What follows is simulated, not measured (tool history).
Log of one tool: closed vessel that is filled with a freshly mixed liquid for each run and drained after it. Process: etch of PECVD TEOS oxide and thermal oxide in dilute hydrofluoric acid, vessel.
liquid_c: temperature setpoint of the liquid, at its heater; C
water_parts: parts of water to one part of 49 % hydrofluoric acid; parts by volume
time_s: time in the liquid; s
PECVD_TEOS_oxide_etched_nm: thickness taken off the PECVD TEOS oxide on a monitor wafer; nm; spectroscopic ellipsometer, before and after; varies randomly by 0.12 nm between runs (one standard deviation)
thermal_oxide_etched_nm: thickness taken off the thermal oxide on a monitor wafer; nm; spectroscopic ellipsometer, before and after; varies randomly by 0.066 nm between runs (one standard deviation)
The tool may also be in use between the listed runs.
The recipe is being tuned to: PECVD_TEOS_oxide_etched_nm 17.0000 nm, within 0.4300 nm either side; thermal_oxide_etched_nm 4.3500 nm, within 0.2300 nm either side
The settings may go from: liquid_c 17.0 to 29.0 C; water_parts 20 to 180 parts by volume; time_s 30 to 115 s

run,hour,liquid_c,water_parts,time_s,PECVD_TEOS_oxide_etched_nm,thermal_oxide_etched_nm
1,0.0,21.0,100,60,9.2909,2.3066
2,4.6,21.0,80,60,11.7730,2.9670
3,9.9,19.5,80,60,11.0690,2.7965
4,15.3,21.5,80,60,12.1490,3.0741
5,19.9,23.5,80,60,13.0640,3.2709
6,27.1,24.5,80,60,13.7020,3.5504
7,31.3,25.5,80,60,14.2790,3.7330
8,32.2,26.0,80,60,14.4480,3.6226
9,35.0,26.5,80,60,14.7400,3.7983
10,39.5,27.0,80,60,15.0230,3.9196
11,44.1,27.5,80,60,15.5390,3.9117
12,51.0,28.0,80,60,15.5810,3.9599

Exercise: of the 4 proposed moves below, exactly one satisfies all targets within the stated allowed misses. Which move is it?
A,57.9,25.5,120,95,?,?
B,57.9,28.0,80,55,?,?
C,57.9,29.0,105,75,?,?
D,57.9,24.5,55,50,?,?

move,PECVD_TEOS_oxide_etched_nm,thermal_oxide_etched_nm
A,14.1750,3.7057
B,14.2880,3.7354
C,14.9000,3.8954
D,17.0050,4.4457
A: misses by more than the last run did
B: misses by more than the last run did
C: misses by more than the last run did
D: all results in spec
D meets every target.
